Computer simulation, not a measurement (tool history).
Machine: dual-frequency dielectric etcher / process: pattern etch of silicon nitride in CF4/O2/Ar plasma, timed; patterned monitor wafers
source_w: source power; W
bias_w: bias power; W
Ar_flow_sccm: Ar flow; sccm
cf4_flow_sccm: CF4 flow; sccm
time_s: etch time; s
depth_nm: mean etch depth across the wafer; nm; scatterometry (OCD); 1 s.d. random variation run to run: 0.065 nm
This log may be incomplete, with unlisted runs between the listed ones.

| run | hour | source_w | bias_w | Ar_flow_sccm | cf4_flow_sccm | time_s | depth_nm |
|---|---|---|---|---|---|---|---|
| 1 | 0 | 510 | 64 | 125 | 119 | 9.5 | 19.023 |
| 2 | 1.2 | 510 | 64 | 125 | 119 | 9 | 18.298 |
| 3 | 4 | 510 | 64 | 125 | 119 | 9.5 | 19.019 |
| 4 | 6.3 | 510 | 73 | 125 | 119 | 9.5 | 19.788 |
| 5 | 10.2 | 420 | 73 | 125 | 119 | 9.5 | 16.784 |
| 6 | 17.7 | 420 | 73 | 125 | 101 | 9.5 | 16.472 |
| 7 | 20.1 | 410 | 71 | 126 | 100 | 9.5 | 15.827 |

What does the tool deliver on the next run?
| 8 | 27.3 | 400 | 70 | 127 | 100 | 9.5 | ? |

depth_nm: 15.475 nm
